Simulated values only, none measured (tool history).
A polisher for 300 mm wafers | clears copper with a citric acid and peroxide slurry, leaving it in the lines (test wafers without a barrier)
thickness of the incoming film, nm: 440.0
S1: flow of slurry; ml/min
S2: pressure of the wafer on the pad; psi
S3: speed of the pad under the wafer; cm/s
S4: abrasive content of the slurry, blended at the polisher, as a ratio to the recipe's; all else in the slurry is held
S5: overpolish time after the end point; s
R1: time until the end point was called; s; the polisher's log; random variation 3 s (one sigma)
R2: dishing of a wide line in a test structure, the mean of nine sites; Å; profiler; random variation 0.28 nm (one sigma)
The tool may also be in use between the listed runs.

run,hour,S1,S2,S3,S4,S5,R1,R2
1,0.0,285,4.2,140,1.00,27,117.91,276.13
2,4.8,285,5.0,140,1.00,27,102.97,284.39
3,9.7,285,4.5,140,1.00,24,114.09,273.14
4,18.5,285,4.5,140,1.00,15,112.11,242.31
5,23.6,285,4.1,140,1.00,14,125.16,220.09
6,29.1,285,3.8,142,1.00,13,133.71,214.74
7,29.9,280,3.5,146,0.95,12,134.24,190.78
8,32.3,275,3.3,146,0.90,11,147.84,181.29

Forecast run 9:
9,34.8,195,2.1,184,0.65,8,?,?

Run 9 gave R1 207.73 s, R2 114.50 Å.

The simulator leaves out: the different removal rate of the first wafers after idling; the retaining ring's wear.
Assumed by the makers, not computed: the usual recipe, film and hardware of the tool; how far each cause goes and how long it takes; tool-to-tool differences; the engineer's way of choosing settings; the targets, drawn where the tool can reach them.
